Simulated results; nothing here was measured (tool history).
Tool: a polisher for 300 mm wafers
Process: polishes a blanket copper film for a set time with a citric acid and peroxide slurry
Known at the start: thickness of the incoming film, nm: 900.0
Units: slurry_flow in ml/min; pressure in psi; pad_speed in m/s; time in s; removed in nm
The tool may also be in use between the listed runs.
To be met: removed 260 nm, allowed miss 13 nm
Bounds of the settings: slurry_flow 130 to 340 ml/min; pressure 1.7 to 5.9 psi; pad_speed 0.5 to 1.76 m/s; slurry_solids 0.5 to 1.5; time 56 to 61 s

run 1 hour=0 | slurry_flow=220 pressure=3.8 pad_speed=1.12 slurry_solids=1 time=61 | removed=190.5
run 2 hour=7.3 | slurry_flow=190 pressure=3.8 pad_speed=1.12 slurry_solids=1 time=61 | removed=189.49
run 3 hour=11.1 | slurry_flow=190 pressure=3.8 pad_speed=1.22 slurry_solids=1 time=61 | removed=200.2
run 4 hour=12.4 | slurry_flow=190 pressure=4.1 pad_speed=1.22 slurry_solids=1 time=61 | removed=212.64
run 5 hour=17.4 | slurry_flow=190 pressure=4.4 pad_speed=1.24 slurry_solids=1 time=61 | removed=240.8
run 6 hour=24.3 | slurry_flow=190 pressure=4.4 pad_speed=1.24 slurry_solids=1 time=61 | removed=236.87
run 7 hour=31.6 | slurry_flow=190 pressure=4.5 pad_speed=1.24 slurry_solids=1 time=61 | removed=237.8
run 8 hour=33.9 | slurry_flow=190 pressure=4.6 pad_speed=1.24 slurry_solids=1 time=61 | removed=244.53

Which of these 5 next moves meets every target?
run A hour=36.2 | slurry_flow=190 pressure=3.8 pad_speed=1.42 slurry_solids=1.15 time=56 | removed=?
run B hour=36.2 | slurry_flow=160 pressure=5.9 pad_speed=1.08 slurry_solids=0.95 time=61 | removed=?
run C hour=36.2 | slurry_flow=215 pressure=5.3 pad_speed=1.04 slurry_solids=0.75 time=61 | removed=?
run D hour=36.2 | slurry_flow=190 pressure=4.7 pad_speed=1.28 slurry_solids=0.85 time=56 | removed=?
run E hour=36.2 | slurry_flow=160 pressure=4.3 pad_speed=1.26 slurry_solids=1.05 time=61 | removed=?

move=A removed=224.03
move=B removed=257.68
move=C removed=225.52
move=D removed=229.21
move=E removed=230.33
A: further off than the last run
B: meets every target
C: further off than the last run
D: further off than the last run
E: further off than the last run
The right move is B.
